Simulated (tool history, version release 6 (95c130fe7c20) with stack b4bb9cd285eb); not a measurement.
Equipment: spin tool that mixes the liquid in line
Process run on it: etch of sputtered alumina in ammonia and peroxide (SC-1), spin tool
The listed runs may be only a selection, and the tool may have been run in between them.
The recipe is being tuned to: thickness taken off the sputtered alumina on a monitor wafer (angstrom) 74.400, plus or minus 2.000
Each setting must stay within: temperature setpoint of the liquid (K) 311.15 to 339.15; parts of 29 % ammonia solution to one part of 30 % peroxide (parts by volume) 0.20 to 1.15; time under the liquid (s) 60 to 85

run	day	temperature setpoint of the liquid (K)	parts of 29 % ammonia solution to one part of 30 % peroxide (parts by volume)	time under the liquid (s)	thickness taken off the sputtered alumina on a monitor wafer (angstrom)
1	0.000	323.15	0.65	85	50.220
2	0.100	324.15	0.65	85	53.677
3	0.354	327.15	0.65	85	62.945
4	0.692	327.65	0.65	85	63.714
5	0.758	328.15	0.65	85	66.193
6	0.912	322.15	0.65	85	47.471
7	1.083	323.15	0.65	85	50.120
8	1.279	324.15	0.65	85	53.343
9	1.529	324.65	0.65	85	54.538
10	1.779	325.15	0.65	85	56.067
11	2.117	325.65	0.65	85	57.468
12	2.438	326.15	0.65	85	59.223
13	2.508	326.65	0.65	85	60.754
14	2.567	327.15	0.65	85	62.500
15	2.867	327.65	0.65	85	64.380
16	3.217	328.15	0.65	85	66.407
17	3.421	329.15	0.65	85	69.759
18	3.762	329.65	0.65	85	71.454

4 candidate next runs follow, results not yet known. Just one meets every target within its allowed miss. Identify it.
A	4.104	330.15	0.70	85	?
B	4.104	331.65	0.70	85	?
C	4.104	331.15	0.70	85	?
D	4.104	331.15	0.85	85	?

move	thickness taken off the sputtered alumina on a monitor wafer (angstrom)
A	74.154
B	80.182
C	78.127
D	79.574
A: meets every target
B: moves the result that the last run missed by most past its target, out the other side
C: moves the result that the last run missed by most past its target, out the other side
D: moves the result that the last run missed by most past its target, out the other side
A is the move that brings every result within its allowed miss.

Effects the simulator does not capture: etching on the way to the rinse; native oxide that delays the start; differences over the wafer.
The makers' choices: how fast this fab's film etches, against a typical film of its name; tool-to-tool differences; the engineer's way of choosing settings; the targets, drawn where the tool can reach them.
